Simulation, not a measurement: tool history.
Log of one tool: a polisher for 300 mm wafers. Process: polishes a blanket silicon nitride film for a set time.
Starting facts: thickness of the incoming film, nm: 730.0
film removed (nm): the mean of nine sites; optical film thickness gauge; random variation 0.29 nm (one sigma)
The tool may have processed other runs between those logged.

| run | hour | flow of slurry (ml/min) | pressure of the wafer on the pad (psi) | speed of the pad under the wafer (m/s) | polishing time (s) | film removed (nm) |
|---|---|---|---|---|---|---|
| 1 | 0.0 | 280 | 4.5 | 0.92 | 18 | 31.309 |
| 2 | 5.4 | 280 | 4.5 | 0.92 | 16 | 27.724 |
| 3 | 13.8 | 280 | 4.5 | 0.92 | 18 | 31.235 |
| 4 | 19.1 | 285 | 4.8 | 0.92 | 18 | 33.181 |
| 5 | 21.2 | 290 | 5.0 | 0.92 | 18 | 34.681 |
| 6 | 25.2 | 295 | 5.2 | 0.92 | 18 | 35.644 |
| 7 | 30.1 | 295 | 5.3 | 0.92 | 18 | 36.070 |
| 8 | 34.6 | 295 | 5.4 | 0.92 | 18 | 37.190 |

What does the tool deliver on the next run?
| 9 | 35.6 | 295 | 5.5 | 0.92 | 18 | ? |

{"run 9": {"film removed (nm)": 37.485}}
